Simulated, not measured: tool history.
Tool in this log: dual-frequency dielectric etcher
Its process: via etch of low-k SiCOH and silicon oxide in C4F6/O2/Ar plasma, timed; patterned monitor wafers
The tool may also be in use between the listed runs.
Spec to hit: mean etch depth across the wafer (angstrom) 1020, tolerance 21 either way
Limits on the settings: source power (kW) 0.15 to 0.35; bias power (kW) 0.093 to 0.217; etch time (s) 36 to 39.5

run	hour	source power (kW)	bias power (kW)	etch time (s)	mean etch depth across the wafer (angstrom)
1	0	0.25	0.155	39.5	880.33
2	2.9	0.25	0.165	39.5	891.53
3	10.9	0.25	0.18	39.5	918.2
4	19.6	0.25	0.162	39.5	891.38
5	22.4	0.22	0.162	39.5	849.33
6	26.6	0.25	0.168	39.5	890.18
7	31.6	0.28	0.175	39.5	939.45
8	32.2	0.3	0.179	39.5	969.45

Which of these 4 next moves meets every target?
A	32.8	0.31	0.212	38.5	?
B	32.8	0.32	0.175	36	?
C	32.8	0.29	0.178	38.5	?
D	32.8	0.29	0.185	38.5	?

move	mean etch depth across the wafer (angstrom)
A	1013.6
B	902.71
C	936.82
D	948.11
A: every result lands within tolerance
B: further off than the last run
C: further off than the last run
D: further off than the last run
The right move is A.

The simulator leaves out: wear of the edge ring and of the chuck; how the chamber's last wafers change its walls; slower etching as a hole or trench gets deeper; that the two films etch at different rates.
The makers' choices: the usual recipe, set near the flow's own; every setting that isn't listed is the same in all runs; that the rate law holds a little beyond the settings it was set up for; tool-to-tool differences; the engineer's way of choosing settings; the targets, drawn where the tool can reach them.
